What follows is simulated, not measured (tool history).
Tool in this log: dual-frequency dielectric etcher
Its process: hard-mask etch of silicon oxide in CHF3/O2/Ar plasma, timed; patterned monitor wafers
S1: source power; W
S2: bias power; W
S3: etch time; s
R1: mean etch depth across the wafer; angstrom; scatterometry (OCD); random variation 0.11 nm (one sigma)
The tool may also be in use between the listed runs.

Run 1, hour 0: S1 740 W, S2 215 W, S3 12.5 s. Result: R1 291.45 angstrom.
Run 2, hour 7.8: S1 740 W, S2 181 W, S3 12.5 s. Result: R1 276.18 angstrom.
Run 3, hour 13.1: S1 760 W, S2 183 W, S3 12.5 s. Result: R1 278.52 angstrom.
Run 4, hour 19.9: S1 760 W, S2 183 W, S3 12.5 s. Result: R1 279.1 angstrom.
Run 5, hour 21.7: S1 780 W, S2 185 W, S3 12.5 s. Result: R1 283.1 angstrom.
Run 6, hour 28.7: S1 780 W, S2 156 W, S3 12.5 s. Result: R1 269.78 angstrom.
Run 7, hour 33.9: S1 810 W, S2 160 W, S3 12.5 s. Result: R1 273.89 angstrom.
Run 8, hour 38.5: S1 830 W, S2 165 W, S3 12.5 s. Result: R1 280.54 angstrom.
Run 9, hour 39.5: S1 850 W, S2 167 W, S3 12.5 s. Result: R1 282.04 angstrom.
Run 10, hour 40.5: S1 870 W, S2 171 W, S3 12.5 s. Result: R1 284.63 angstrom.

Run 11 comes next. What will it give?
Run 11, hour 43.4: S1 890 W, S2 175 W, S3 12.5 s. Result: R1 ?.

Logged for run 11: R1 292.79 angstrom.
